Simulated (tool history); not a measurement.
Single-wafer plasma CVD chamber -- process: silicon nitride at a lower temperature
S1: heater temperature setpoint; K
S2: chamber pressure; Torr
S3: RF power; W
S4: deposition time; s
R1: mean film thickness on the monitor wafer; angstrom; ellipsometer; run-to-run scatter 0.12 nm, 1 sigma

run,hour,S1,S2,S3,S4,R1
1,0.0,608.15,1.97,340,21.0,281.57
2,5.3,608.15,1.89,325,21.0,268.35
3,11.8,608.15,1.89,325,21.0,267.99
4,17.0,614.15,1.89,325,21.0,265.92
5,22.7,614.15,1.81,315,21.0,256.79
6,28.6,614.15,1.81,315,21.7,267.79
7,33.1,614.15,1.75,305,21.6,254.28
8,40.9,614.15,1.75,305,21.6,253.78
9,45.7,614.15,1.69,300,21.6,246.98
10,48.9,614.15,1.69,300,21.6,248.87
11,49.7,614.15,1.64,295,21.6,240.32

Run 12 is up next; what results do you expect?
12,50.5,614.15,1.59,295,21.6,?

R1: 241.89 angstrom
